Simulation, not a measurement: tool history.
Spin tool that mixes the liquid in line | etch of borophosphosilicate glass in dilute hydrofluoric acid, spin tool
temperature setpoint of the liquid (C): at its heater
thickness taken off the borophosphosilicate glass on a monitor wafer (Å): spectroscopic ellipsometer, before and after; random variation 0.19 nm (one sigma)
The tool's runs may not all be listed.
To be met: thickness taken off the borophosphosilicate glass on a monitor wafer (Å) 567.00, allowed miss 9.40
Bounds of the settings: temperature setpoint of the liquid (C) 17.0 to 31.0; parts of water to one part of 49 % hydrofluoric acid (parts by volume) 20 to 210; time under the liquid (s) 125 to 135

| run | day | temperature setpoint of the liquid (C) | parts of water to one part of 49 % hydrofluoric acid (parts by volume) | time under the liquid (s) | thickness taken off the borophosphosilicate glass on a monitor wafer (Å) |
|---|---|---|---|---|---|
| 1 | 0.000 | 23.0 | 115 | 125 | 483.65 |
| 2 | 0.204 | 23.5 | 115 | 125 | 496.36 |
| 3 | 0.375 | 24.0 | 115 | 125 | 508.78 |
| 4 | 0.729 | 24.0 | 115 | 135 | 546.87 |
| 5 | 0.946 | 25.5 | 115 | 135 | 577.76 |
| 6 | 1.117 | 25.5 | 70 | 135 | 998.60 |
| 7 | 1.267 | 24.5 | 75 | 135 | 897.43 |
| 8 | 1.350 | 23.5 | 75 | 135 | 863.02 |
| 9 | 1.683 | 23.0 | 75 | 135 | 842.26 |
| 10 | 2.017 | 22.5 | 75 | 135 | 831.48 |
| 11 | 2.196 | 22.0 | 75 | 135 | 803.63 |
| 12 | 2.500 | 22.0 | 75 | 135 | 808.02 |
| 13 | 2.658 | 21.5 | 75 | 135 | 792.49 |
| 14 | 3.021 | 21.5 | 75 | 135 | 797.33 |
| 15 | 3.138 | 21.0 | 75 | 135 | 776.21 |
| 16 | 3.221 | 17.0 | 95 | 135 | 507.39 |

5 next moves are on the table. One of them brings every result within its allowed miss. Which?
| A | 3.304 | 17.0 | 80 | 130 | ? |
| B | 3.304 | 23.0 | 100 | 130 | ? |
| C | 3.304 | 17.5 | 85 | 135 | ? |
| D | 3.304 | 19.0 | 90 | 135 | ? |
| E | 3.304 | 18.5 | 85 | 125 | ? |

| move | thickness taken off the borophosphosilicate glass on a monitor wafer (Å) |
|---|---|
| A | 589.33 |
| B | 590.63 |
| C | 585.22 |
| D | 585.49 |
| E | 565.23 |
A: takes the result that was furthest off past its target
B: takes the result that was furthest off past its target
C: takes the result that was furthest off past its target
D: takes the result that was furthest off past its target
E: meets every target
The right move is E.
